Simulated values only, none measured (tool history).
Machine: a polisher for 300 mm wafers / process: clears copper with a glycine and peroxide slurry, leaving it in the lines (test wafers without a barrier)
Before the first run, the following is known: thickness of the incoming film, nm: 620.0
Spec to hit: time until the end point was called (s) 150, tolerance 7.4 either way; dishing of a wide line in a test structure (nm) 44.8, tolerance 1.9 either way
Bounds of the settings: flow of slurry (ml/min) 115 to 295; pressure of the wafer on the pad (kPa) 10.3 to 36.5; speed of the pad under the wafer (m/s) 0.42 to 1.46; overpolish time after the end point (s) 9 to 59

run,hour,flow of slurry (ml/min),pressure of the wafer on the pad (kPa),speed of the pad under the wafer (m/s),overpolish time after the end point (s),time until the end point was called (s),dishing of a wide line in a test structure (nm)
1,0,190,23.4,0.94,30,93.795,88.04
2,1.6,190,22.1,0.94,27,97.832,80.974
3,9.5,190,18.6,0.94,27,114.79,74.429
4,16.9,190,21.4,0.94,27,102.54,79.973
5,24.9,215,21.4,0.94,27,100.72,80.535
6,26.7,215,21.4,0.94,17,100.32,59.885
7,33.7,215,20,0.94,17,104.96,56.843
8,38.1,215,18.6,0.94,17,114.35,54.395
9,44.5,215,17.9,0.94,17,115.39,52.378
10,50.4,215,17.2,0.94,17,118.04,52.957
11,57.9,215,16.5,0.94,17,123.61,50.474
12,63,215,15.9,0.94,17,128.79,48.66
13,66.4,215,15.2,0.94,17,132.43,48.326

Below are 5 possible settings for the next run. Only one of them brings all results inside the allowed miss of their targets. Which is it?
A,69.8,205,13.1,0.94,15,?,?
B,69.8,205,15.9,0.78,17,?,?
C,69.8,285,13.1,0.76,19,?,?
D,69.8,200,15.2,0.88,22,?,?
E,69.8,160,14.5,0.74,20,?,?

move,time until the end point was called (s),dishing of a wide line in a test structure (nm)
A,147.47,38.788
B,146.98,43.566
C,165.82,43.029
D,139.2,54.736
E,169.85,44.156
A: meets the target for the result that was furthest off, but another lies outside its allowed miss
B: all results land within tolerance of their targets
C: moves the result that the last run missed by most past its target, out the other side
D: its largest miss is bigger than the last run's
E: moves the result that the last run missed by most past its target, out the other side
So the answer is move B, the one that meets all the targets.
